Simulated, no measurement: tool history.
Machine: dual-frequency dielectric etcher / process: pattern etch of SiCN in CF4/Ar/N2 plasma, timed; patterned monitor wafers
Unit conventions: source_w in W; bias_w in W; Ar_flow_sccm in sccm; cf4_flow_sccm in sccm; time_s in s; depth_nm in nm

Run 1, hour 0.0: source_w 450 W, bias_w 98 W, Ar_flow_sccm 88 sccm, cf4_flow_sccm 45 sccm, time_s 118.0 s. Result: depth_nm 104.030 nm.
Run 2, hour 6.1: source_w 410 W, bias_w 98 W, Ar_flow_sccm 88 sccm, cf4_flow_sccm 45 sccm, time_s 118.0 s. Result: depth_nm 93.793 nm.
Run 3, hour 11.4: source_w 450 W, bias_w 99 W, Ar_flow_sccm 88 sccm, cf4_flow_sccm 45 sccm, time_s 118.0 s. Result: depth_nm 105.970 nm.
Run 4, hour 17.1: source_w 450 W, bias_w 99 W, Ar_flow_sccm 88 sccm, cf4_flow_sccm 45 sccm, time_s 118.0 s. Result: depth_nm 104.590 nm.
Run 5, hour 22.8: source_w 450 W, bias_w 99 W, Ar_flow_sccm 88 sccm, cf4_flow_sccm 51 sccm, time_s 118.0 s. Result: depth_nm 106.540 nm.
Run 6, hour 31.3: source_w 450 W, bias_w 93 W, Ar_flow_sccm 88 sccm, cf4_flow_sccm 51 sccm, time_s 118.0 s. Result: depth_nm 102.250 nm.
Run 7, hour 32.1: source_w 480 W, bias_w 93 W, Ar_flow_sccm 88 sccm, cf4_flow_sccm 51 sccm, time_s 118.0 s. Result: depth_nm 110.600 nm.
Run 8, hour 38.7: source_w 500 W, bias_w 93 W, Ar_flow_sccm 88 sccm, cf4_flow_sccm 51 sccm, time_s 118.0 s. Result: depth_nm 115.730 nm.
Run 9, hour 46.9: source_w 510 W, bias_w 93 W, Ar_flow_sccm 88 sccm, cf4_flow_sccm 51 sccm, time_s 118.0 s. Result: depth_nm 116.240 nm.

Run 10 comes next. What will it give?
Run 10, hour 48.5: source_w 520 W, bias_w 93 W, Ar_flow_sccm 88 sccm, cf4_flow_sccm 51 sccm, time_s 118.0 s. Result: depth_nm ?.

depth_nm: 118.860 nm
